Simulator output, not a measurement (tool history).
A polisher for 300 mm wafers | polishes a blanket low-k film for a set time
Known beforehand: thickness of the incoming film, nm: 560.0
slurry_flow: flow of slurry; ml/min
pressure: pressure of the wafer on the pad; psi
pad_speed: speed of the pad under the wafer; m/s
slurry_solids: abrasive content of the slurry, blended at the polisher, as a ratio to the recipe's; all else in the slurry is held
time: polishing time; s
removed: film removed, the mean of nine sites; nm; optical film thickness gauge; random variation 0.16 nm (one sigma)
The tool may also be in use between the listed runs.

run,hour,slurry_flow,pressure,pad_speed,slurry_solids,time,removed
1,0.0,260,1.5,1.14,1.00,27,10.6160
2,2.6,260,1.5,1.14,1.00,24,9.3235
3,10.2,260,1.7,1.14,1.00,24,10.5050
4,13.3,260,1.7,1.14,1.00,24,10.5410
5,18.1,260,1.8,1.16,1.00,24,11.2870
6,20.9,260,1.8,1.16,0.85,24,10.6860
7,29.5,260,2.2,1.20,0.85,24,13.1380
8,31.5,260,2.2,1.22,0.85,24,13.2870
9,35.7,260,2.2,1.24,0.85,24,13.6120
10,39.9,260,2.2,1.26,0.85,24,13.9980

Expected results for the next run?
11,44.3,260,2.3,1.28,0.85,24,?

{"run 11": {"removed": 14.117}}
